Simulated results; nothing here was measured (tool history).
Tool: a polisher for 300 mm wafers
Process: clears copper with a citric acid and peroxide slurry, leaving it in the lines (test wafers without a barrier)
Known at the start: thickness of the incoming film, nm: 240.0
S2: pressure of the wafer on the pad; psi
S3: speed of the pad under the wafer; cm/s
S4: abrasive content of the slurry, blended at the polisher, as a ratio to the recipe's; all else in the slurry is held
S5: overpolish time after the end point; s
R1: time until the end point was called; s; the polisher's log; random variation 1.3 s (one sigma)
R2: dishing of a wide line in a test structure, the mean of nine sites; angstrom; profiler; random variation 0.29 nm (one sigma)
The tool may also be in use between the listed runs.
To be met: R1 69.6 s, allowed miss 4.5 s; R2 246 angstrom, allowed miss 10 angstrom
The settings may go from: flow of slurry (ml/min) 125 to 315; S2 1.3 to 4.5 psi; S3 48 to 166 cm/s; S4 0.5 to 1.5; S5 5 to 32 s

{"run": 1, "hour": 0.0, "flow of slurry (ml/min)": 205, "S2": 2.9, "S3": 106, "S4": 1, "S5": 16, "R1": 114.18, "R2": 255.95}
{"run": 2, "hour": 4.0, "flow of slurry (ml/min)": 205, "S2": 2.9, "S3": 106, "S4": 1, "S5": 13, "R1": 118.45, "R2": 216.4}
{"run": 3, "hour": 5.0, "flow of slurry (ml/min)": 205, "S2": 2.9, "S3": 106, "S4": 0.9, "S5": 13, "R1": 119.86, "R2": 208.44}
{"run": 4, "hour": 10.9, "flow of slurry (ml/min)": 205, "S2": 2.9, "S3": 106, "S4": 0.9, "S5": 19, "R1": 119.78, "R2": 293.81}
{"run": 5, "hour": 13.3, "flow of slurry (ml/min)": 205, "S2": 2.9, "S3": 106, "S4": 1, "S5": 19, "R1": 115.93, "R2": 303.79}
{"run": 6, "hour": 15.2, "flow of slurry (ml/min)": 205, "S2": 3.2, "S3": 106, "S4": 0.95, "S5": 17, "R1": 103.75, "R2": 290.13}
{"run": 7, "hour": 20.7, "flow of slurry (ml/min)": 205, "S2": 3.4, "S3": 104, "S4": 0.95, "S5": 16, "R1": 100.16, "R2": 289.43}
{"run": 8, "hour": 24.6, "flow of slurry (ml/min)": 205, "S2": 3.6, "S3": 104, "S4": 0.95, "S5": 15, "R1": 94.632, "R2": 285.6}
{"run": 9, "hour": 29.8, "flow of slurry (ml/min)": 205, "S2": 3.7, "S3": 104, "S4": 0.95, "S5": 14, "R1": 94.198, "R2": 284.11}
{"run": 10, "hour": 37.0, "flow of slurry (ml/min)": 205, "S2": 3.8, "S3": 106, "S4": 0.9, "S5": 13, "R1": 91.559, "R2": 268.57}
{"run": 11, "hour": 39.2, "flow of slurry (ml/min)": 205, "S2": 3.9, "S3": 108, "S4": 0.9, "S5": 12, "R1": 87.03, "R2": 264.17}
{"run": 12, "hour": 46.8, "flow of slurry (ml/min)": 205, "S2": 4, "S3": 110, "S4": 0.9, "S5": 11, "R1": 81.159, "R2": 255.91}
{"run": 13, "hour": 55.5, "flow of slurry (ml/min)": 205, "S2": 4.1, "S3": 110, "S4": 0.9, "S5": 11, "R1": 82.177, "R2": 259.16}
{"run": 14, "hour": 57.0, "flow of slurry (ml/min)": 205, "S2": 4.2, "S3": 112, "S4": 0.9, "S5": 10, "R1": 78.088, "R2": 249.33}
{"run": 15, "hour": 63.5, "flow of slurry (ml/min)": 215, "S2": 4.5, "S3": 114, "S4": 0.9, "S5": 8, "R1": 68.564, "R2": 219.87}
{"run": 16, "hour": 65.0, "flow of slurry (ml/min)": 210, "S2": 4.5, "S3": 114, "S4": 0.9, "S5": 8, "R1": 72.459, "R2": 218.87}
{"run": 17, "hour": 65.6, "flow of slurry (ml/min)": 205, "S2": 4.5, "S3": 116, "S4": 0.9, "S5": 8, "R1": 69.122, "R2": 221.5}
{"run": 18, "hour": 66.2, "flow of slurry (ml/min)": 205, "S2": 4.4, "S3": 118, "S4": 0.9, "S5": 10, "R1": 68.902, "R2": 267.22}
{"run": 19, "hour": 73.7, "flow of slurry (ml/min)": 210, "S2": 4.4, "S3": 118, "S4": 0.9, "S5": 10, "R1": 72.739, "R2": 270.59}

5 next moves are on the table. One of them brings every result within its allowed miss. Which?
{"run": "A", "hour": 81.2, "flow of slurry (ml/min)": 180, "S2": 4.5, "S3": 126, "S4": 0.95, "S5": 11, "R1": "?", "R2": "?"}
{"run": "B", "hour": 81.2, "flow of slurry (ml/min)": 210, "S2": 4.3, "S3": 112, "S4": 1.3, "S5": 9, "R1": "?", "R2": "?"}
{"run": "C", "hour": 81.2, "flow of slurry (ml/min)": 155, "S2": 4.2, "S3": 132, "S4": 1.1, "S5": 11, "R1": "?", "R2": "?"}
{"run": "D", "hour": 81.2, "flow of slurry (ml/min)": 240, "S2": 4.4, "S3": 130, "S4": 0.5, "S5": 11, "R1": "?", "R2": "?"}
{"run": "E", "hour": 81.2, "flow of slurry (ml/min)": 170, "S2": 4, "S3": 122, "S4": 0.75, "S5": 12, "R1": "?", "R2": "?"}

move=A R1=66.274 R2=315.05
move=B R1=71.084 R2=245.89
move=C R1=67.488 R2=309.19
move=D R1=71.694 R2=293.25
move=E R1=81.386 R2=281.99
A: further off than the last run
B: meets every target
C: further off than the last run
D: further off than the last run
E: further off than the last run
Move B is the one to make.
